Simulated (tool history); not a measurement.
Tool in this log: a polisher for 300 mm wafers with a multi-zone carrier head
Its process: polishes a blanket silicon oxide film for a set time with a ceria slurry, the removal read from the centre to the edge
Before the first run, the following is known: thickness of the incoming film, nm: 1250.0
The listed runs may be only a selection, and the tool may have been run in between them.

run	hour	flow of slurry (ml/min)	pressure of the head's centre zone	pressure of the head's middle zone	pressure of the head's edge zone	polishing time (s)	film removed at the wafer's centre (angstrom)	film removed at mid-radius (angstrom)	film removed at the wafer's edge (angstrom)
1	0	290	1	1	1	61	4029.3	3957.4	4164
2	2.7	280	0.99	0.95	0.97	54	3514.3	3306.3	3485.4
3	11.7	265	0.97	0.91	0.98	50	3195.9	2951.3	3261.1
4	17.7	265	0.91	0.91	0.98	50	3002.1	2958.8	3327.8
5	25.8	265	0.91	0.91	0.98	38	2272.9	2239	2520.3
6	27.2	265	1	0.91	0.98	38	2485.4	2217.1	2496
7	28.9	265	1	0.91	0.98	38	2490.8	2234.3	2479.1

Run 8 has not been measured yet. What should we expect?
8	35.9	260	0.99	0.9	0.98	38	?	?	?

{"run 8": {"film removed at the wafer's centre (angstrom)": 2442, "film removed at mid-radius (angstrom)": 2193.9, "film removed at the wafer's edge (angstrom)": 2481.7}}

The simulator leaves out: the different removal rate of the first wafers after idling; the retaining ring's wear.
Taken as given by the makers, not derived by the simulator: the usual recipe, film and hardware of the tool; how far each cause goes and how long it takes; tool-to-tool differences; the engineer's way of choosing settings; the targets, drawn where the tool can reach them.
